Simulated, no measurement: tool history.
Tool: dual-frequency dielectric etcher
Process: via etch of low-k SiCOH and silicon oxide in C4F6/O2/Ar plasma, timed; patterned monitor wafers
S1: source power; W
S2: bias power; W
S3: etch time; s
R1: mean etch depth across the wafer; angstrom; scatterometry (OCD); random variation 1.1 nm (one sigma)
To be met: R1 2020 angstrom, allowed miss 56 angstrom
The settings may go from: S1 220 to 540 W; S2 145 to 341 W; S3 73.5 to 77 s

Run 1, hour 0: S1 380 W, S2 243 W, S3 73.5 s. Result: R1 2391.2 angstrom.
Run 2, hour 7.4: S1 360 W, S2 239 W, S3 73.5 s. Result: R1 2311.9 angstrom.
Run 3, hour 9.5: S1 430 W, S2 239 W, S3 73.5 s. Result: R1 2474.1 angstrom.
Run 4, hour 11.1: S1 430 W, S2 209 W, S3 73.5 s. Result: R1 2309.1 angstrom.
Run 5, hour 13.6: S1 420 W, S2 206 W, S3 73.5 s. Result: R1 2291.8 angstrom.
Run 6, hour 14.7: S1 420 W, S2 206 W, S3 77 s. Result: R1 2407.8 angstrom.
Run 7, hour 20.7: S1 400 W, S2 203 W, S3 77 s. Result: R1 2359 angstrom.
Run 8, hour 26.7: S1 390 W, S2 200 W, S3 77 s. Result: R1 2347.1 angstrom.
Run 9, hour 31.2: S1 380 W, S2 195 W, S3 77 s. Result: R1 2267.2 angstrom.
Run 10, hour 36.9: S1 370 W, S2 193 W, S3 77 s. Result: R1 2241.2 angstrom.
Run 11, hour 39.2: S1 360 W, S2 191 W, S3 77 s. Result: R1 2208.1 angstrom.
Run 12, hour 42: S1 290 W, S2 174 W, S3 76.5 s. Result: R1 1953.2 angstrom.

5 next moves are on the table. One of them brings every result within its allowed miss. Which?
Run A, hour 44.8: S1 290 W, S2 156 W, S3 75.5 s. Result: R1 ?.
Run B, hour 44.8: S1 390 W, S2 167 W, S3 73.5 s. Result: R1 ?.
Run C, hour 44.8: S1 250 W, S2 172 W, S3 76.5 s. Result: R1 ?.
Run D, hour 44.8: S1 250 W, S2 180 W, S3 75 s. Result: R1 ?.
Run E, hour 44.8: S1 280 W, S2 177 W, S3 74.5 s. Result: R1 ?.

move      R1
   A    1850
   B  2059.2
   C  1863.9
   D  1865.3
   E  1909.8
A: further off than the last run
B: meets every target
C: further off than the last run
D: further off than the last run
E: further off than the last run
The right move is B.
